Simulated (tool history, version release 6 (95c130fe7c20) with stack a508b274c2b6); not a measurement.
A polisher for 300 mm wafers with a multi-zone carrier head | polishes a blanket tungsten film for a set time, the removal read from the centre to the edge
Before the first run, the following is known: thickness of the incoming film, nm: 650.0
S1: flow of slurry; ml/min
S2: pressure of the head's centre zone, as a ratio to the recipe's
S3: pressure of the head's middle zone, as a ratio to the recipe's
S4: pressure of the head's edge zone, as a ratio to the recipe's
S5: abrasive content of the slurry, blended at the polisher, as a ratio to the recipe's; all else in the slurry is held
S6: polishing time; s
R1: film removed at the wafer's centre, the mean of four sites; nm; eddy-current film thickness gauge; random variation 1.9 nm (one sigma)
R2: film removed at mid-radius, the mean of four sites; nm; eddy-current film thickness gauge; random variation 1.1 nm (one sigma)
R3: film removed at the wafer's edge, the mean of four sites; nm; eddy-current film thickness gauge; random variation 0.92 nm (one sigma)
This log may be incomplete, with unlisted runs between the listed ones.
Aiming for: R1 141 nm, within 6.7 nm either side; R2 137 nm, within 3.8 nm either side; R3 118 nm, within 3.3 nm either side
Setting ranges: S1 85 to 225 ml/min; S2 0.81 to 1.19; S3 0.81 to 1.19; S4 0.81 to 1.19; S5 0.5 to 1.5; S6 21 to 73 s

run	hour	S1	S2	S3	S4	S5	S6	R1	R2	R3
1	0	145	1	1	1	1	47	176.64	175.18	174.65
2	6.4	175	1	1	1	1	47	180.61	180.06	181.03
3	9.2	175	1	0.92	1	1	47	182.48	169.06	180.86
4	16.6	175	1	0.99	1	1	47	185.82	176.22	181.7
5	25.4	165	1.01	1	0.97	0.9	46	178.17	171.52	169.48
6	29.5	155	1.01	1	0.94	0.85	45	164.86	162.17	158.32
7	34.9	145	1.03	1.01	0.92	0.8	44	161.08	154.25	150.45
8	40.1	140	1.04	1.03	0.9	0.75	43	162.32	151.39	142.77
9	45.9	135	1.04	1.04	0.88	0.7	43	154.4	149.8	137.65
10	53.3	130	1.04	1.05	0.87	0.65	43	144.33	146.28	136.52
11	62	130	1.05	1.06	0.86	0.65	42	147.44	144.41	128.55
12	62.9	125	1.05	1.06	0.85	0.65	42	144.61	143.93	127.67
13	71.2	120	1.06	1.06	0.84	0.65	42	143.53	142.66	127.08
14	75.5	110	1.12	1.09	0.81	0.5	41	140.3	132.93	113.95

Exercise: of the 5 proposed moves below, exactly one satisfies all targets within the stated allowed misses. Which move is it?
A	79.8	100	1.19	1.12	0.81	0.6	39	?	?	?
B	79.8	105	1.12	1.11	0.82	0.5	43	?	?	?
C	79.8	125	1.19	1.13	0.81	0.7	36	?	?	?
D	79.8	85	1.18	1.11	0.84	0.5	43	?	?	?
E	79.8	180	1.12	1.17	0.81	0.6	35	?	?	?

move	R1	R2	R3
A	139.37	127.9	110.07
B	141.98	137.15	118.94
C	143.21	131.12	109.68
D	136.92	127.04	114.31
E	138.38	137.38	109.05
A: its largest miss is bigger than the last run's
B: every result lands within tolerance
C: its largest miss is bigger than the last run's
D: its largest miss is bigger than the last run's
E: its largest miss is bigger than the last run's
B meets every target.
